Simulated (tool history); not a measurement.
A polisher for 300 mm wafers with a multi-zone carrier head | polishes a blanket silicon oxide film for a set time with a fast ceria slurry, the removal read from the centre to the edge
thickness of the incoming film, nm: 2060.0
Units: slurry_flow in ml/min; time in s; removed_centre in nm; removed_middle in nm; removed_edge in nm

run	day	slurry_flow	centre_zone	middle_zone	edge_zone	time	removed_centre	removed_middle	removed_edge
1	0.000	190	1.00	1.00	1.00	33	651.00	672.21	649.43
2	0.271	190	1.00	1.00	1.00	28	554.48	550.97	561.58
3	0.525	190	1.00	1.00	1.00	20	396.41	405.67	395.49
4	0.775	190	1.00	1.00	1.00	25	493.00	492.41	497.45
5	0.833	190	1.08	1.00	1.00	25	521.62	502.28	498.12
6	0.958	195	1.09	1.00	1.04	28	595.66	574.75	568.17
7	1.112	195	1.09	0.98	1.07	30	636.51	589.12	619.45
8	1.325	200	1.09	0.99	1.10	31	655.76	633.33	654.77
9	1.517	210	1.10	0.99	1.12	32	692.75	646.04	671.99
10	1.683	200	1.11	0.99	1.13	33	711.59	648.49	696.07

Run 11 comes next. What will it give?
11	1.896	210	1.10	0.99	1.14	34	?	?	?

{"run 11": {"removed_centre": 739.72, "removed_middle": 689.94, "removed_edge": 728.03}}

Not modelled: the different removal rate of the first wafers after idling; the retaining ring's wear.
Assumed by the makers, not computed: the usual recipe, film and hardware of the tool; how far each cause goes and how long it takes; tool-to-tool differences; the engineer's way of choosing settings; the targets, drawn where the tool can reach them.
